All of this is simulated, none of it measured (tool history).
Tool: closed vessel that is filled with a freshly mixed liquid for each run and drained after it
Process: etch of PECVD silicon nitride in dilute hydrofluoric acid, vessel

run  hour  temperature setpoint of the liquid (C)  parts of water to one part of 49 % hydrofluoric acid (parts by volume)  time in the liquid (s)  thickness taken off the PECVD silicon nitride on a monitor wafer (Å)
  1     0                                      22                                                                      75                     300                                                                67.695
  2   5.3                                      22                                                                      85                     300                                                                58.664
  3   6.4                                      23                                                                      75                     300                                                                71.355
  4   7.7                                      24                                                                      70                     300                                                                80.973
  5  11.4                                    25.5                                                                      70                     300                                                                89.705
  6  16.6                                    27.5                                                                      70                     300                                                                104.48
  7  25.3                                      28                                                                      65                     300                                                                 113.1
  8  26.8                                    28.5                                                                      60                     300                                                                128.83
  9  34.9                                    28.5                                                                      55                     300                                                                138.94

Forecast run 10:
 10  38.4                                    28.5                                                                      50                     300                                                                     ?

Run 10 gave thickness taken off the PECVD silicon nitride on a monitor wafer (Å) 152.91.
